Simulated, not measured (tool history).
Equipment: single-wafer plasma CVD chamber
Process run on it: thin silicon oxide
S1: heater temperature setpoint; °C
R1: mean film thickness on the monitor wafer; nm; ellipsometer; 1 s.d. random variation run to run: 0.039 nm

run 1 day=0.000 | S1=405 chamber_pressure_(mTorr)=801 RF_power_(W)=340 deposition_time_(s)=5.88 | R1=11.5860
run 2 day=0.075 | S1=405 chamber_pressure_(mTorr)=759 RF_power_(W)=340 deposition_time_(s)=5.88 | R1=11.0800
run 3 day=0.388 | S1=405 chamber_pressure_(mTorr)=723 RF_power_(W)=335 deposition_time_(s)=5.88 | R1=10.4060
run 4 day=0.621 | S1=405 chamber_pressure_(mTorr)=696 RF_power_(W)=335 deposition_time_(s)=5.88 | R1=9.9625
run 5 day=0.892 | S1=405 chamber_pressure_(mTorr)=696 RF_power_(W)=295 deposition_time_(s)=5.88 | R1=9.5030
run 6 day=1.192 | S1=405 chamber_pressure_(mTorr)=750 RF_power_(W)=295 deposition_time_(s)=5.88 | R1=10.3670
run 7 day=1.425 | S1=405 chamber_pressure_(mTorr)=725 RF_power_(W)=295 deposition_time_(s)=5.88 | R1=9.9283
run 8 day=1.604 | S1=405 chamber_pressure_(mTorr)=703 RF_power_(W)=295 deposition_time_(s)=5.88 | R1=9.6000
run 9 day=1.692 | S1=405 chamber_pressure_(mTorr)=685 RF_power_(W)=295 deposition_time_(s)=5.88 | R1=9.2891
run 10 day=1.817 | S1=405 chamber_pressure_(mTorr)=534 RF_power_(W)=290 deposition_time_(s)=5.88 | R1=7.0067
run 11 day=2.154 | S1=405 chamber_pressure_(mTorr)=543 RF_power_(W)=290 deposition_time_(s)=5.88 | R1=7.1684
run 12 day=2.267 | S1=405 chamber_pressure_(mTorr)=550 RF_power_(W)=290 deposition_time_(s)=5.88 | R1=7.2280
run 13 day=2.633 | S1=405 chamber_pressure_(mTorr)=557 RF_power_(W)=290 deposition_time_(s)=5.88 | R1=7.3749
run 14 day=2.767 | S1=405 chamber_pressure_(mTorr)=562 RF_power_(W)=290 deposition_time_(s)=5.88 | R1=7.4872
run 15 day=3.133 | S1=405 chamber_pressure_(mTorr)=562 RF_power_(W)=290 deposition_time_(s)=5.88 | R1=7.4324
run 16 day=3.312 | S1=405 chamber_pressure_(mTorr)=562 RF_power_(W)=290 deposition_time_(s)=5.88 | R1=7.3887
run 17 day=3.446 | S1=405 chamber_pressure_(mTorr)=567 RF_power_(W)=290 deposition_time_(s)=5.88 | R1=7.4551
run 18 day=3.821 | S1=405 chamber_pressure_(mTorr)=571 RF_power_(W)=290 deposition_time_(s)=5.88 | R1=7.6310
run 19 day=4.042 | S1=405 chamber_pressure_(mTorr)=574 RF_power_(W)=290 deposition_time_(s)=5.88 | R1=7.6781

Estimate the outcome of run 20 from the log above:
run 20 day=4.258 | S1=405 chamber_pressure_(mTorr)=576 RF_power_(W)=290 deposition_time_(s)=5.88 | R1=?

R1: 7.6538 nm

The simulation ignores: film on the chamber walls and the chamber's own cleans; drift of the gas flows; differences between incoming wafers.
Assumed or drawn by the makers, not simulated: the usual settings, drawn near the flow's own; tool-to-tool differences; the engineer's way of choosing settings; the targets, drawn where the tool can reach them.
